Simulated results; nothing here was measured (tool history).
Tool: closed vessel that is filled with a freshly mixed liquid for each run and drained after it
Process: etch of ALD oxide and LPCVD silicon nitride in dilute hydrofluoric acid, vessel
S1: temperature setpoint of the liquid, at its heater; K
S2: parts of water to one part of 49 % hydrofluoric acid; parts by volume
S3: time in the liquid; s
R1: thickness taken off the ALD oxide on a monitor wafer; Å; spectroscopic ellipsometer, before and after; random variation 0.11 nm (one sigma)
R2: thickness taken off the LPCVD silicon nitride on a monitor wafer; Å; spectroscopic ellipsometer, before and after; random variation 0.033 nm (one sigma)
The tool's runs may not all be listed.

run  hour      S1   S2   S3      R1      R2
  1     0  293.15  160  195  150.01   4.331
  2   2.9  293.15  110  195  233.76  6.9519
  3  11.5  291.65  110  195  217.01  6.0997
  4  17.2  291.65  120  195  202.27  6.0733
  5  20.5  291.15  130  195  176.97  4.7789
  6  24.5  291.15  100  195  237.64  5.9086
  7  32.7  291.15  115  195  202.32  5.4447

Forecast run 8:
  8  39.8  291.15  125  195   ?   ?

{"run 8": {"R1": 186.42, "R2": 5.1116}}
